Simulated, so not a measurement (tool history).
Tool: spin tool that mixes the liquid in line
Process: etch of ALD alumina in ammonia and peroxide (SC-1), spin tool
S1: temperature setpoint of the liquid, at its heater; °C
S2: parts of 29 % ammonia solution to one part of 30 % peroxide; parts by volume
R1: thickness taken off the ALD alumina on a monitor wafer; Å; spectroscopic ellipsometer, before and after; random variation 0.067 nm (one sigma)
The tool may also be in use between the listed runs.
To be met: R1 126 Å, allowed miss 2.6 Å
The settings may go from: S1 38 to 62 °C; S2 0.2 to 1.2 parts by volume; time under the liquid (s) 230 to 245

run 1 hour=0 | S1=46 S2=0.75 time_under_the_liquid_(s)=230 | R1=97.745
run 2 hour=7.5 | S1=47 S2=0.75 time_under_the_liquid_(s)=230 | R1=103.44
run 3 hour=9.5 | S1=52 S2=0.75 time_under_the_liquid_(s)=230 | R1=137.61
run 4 hour=18 | S1=51.5 S2=0.75 time_under_the_liquid_(s)=230 | R1=133.29
run 5 hour=20.4 | S1=51.5 S2=1 time_under_the_liquid_(s)=230 | R1=138.31
run 6 hour=22.6 | S1=44.5 S2=1 time_under_the_liquid_(s)=230 | R1=92.662
run 7 hour=28 | S1=51 S2=1 time_under_the_liquid_(s)=230 | R1=133.44
run 8 hour=35.5 | S1=50.5 S2=1 time_under_the_liquid_(s)=230 | R1=129.71

5 next moves are on the table. One of them brings every result within its allowed miss. Which?
run A hour=43 | S1=49 S2=1 time_under_the_liquid_(s)=230 | R1=?
run B hour=43 | S1=49 S2=0.95 time_under_the_liquid_(s)=230 | R1=?
run C hour=43 | S1=49 S2=0.85 time_under_the_liquid_(s)=245 | R1=?
run D hour=43 | S1=50.5 S2=1.1 time_under_the_liquid_(s)=240 | R1=?
run E hour=43 | S1=48 S2=0.9 time_under_the_liquid_(s)=245 | R1=?

move=A R1=119.02
move=B R1=118.44
move=C R1=124.83
move=D R1=136.12
move=E R1=118.73
A: takes the result that was furthest off past its target
B: takes the result that was furthest off past its target
C: meets every target
D: further off than the last run
E: takes the result that was furthest off past its target
Move C is the one to make.

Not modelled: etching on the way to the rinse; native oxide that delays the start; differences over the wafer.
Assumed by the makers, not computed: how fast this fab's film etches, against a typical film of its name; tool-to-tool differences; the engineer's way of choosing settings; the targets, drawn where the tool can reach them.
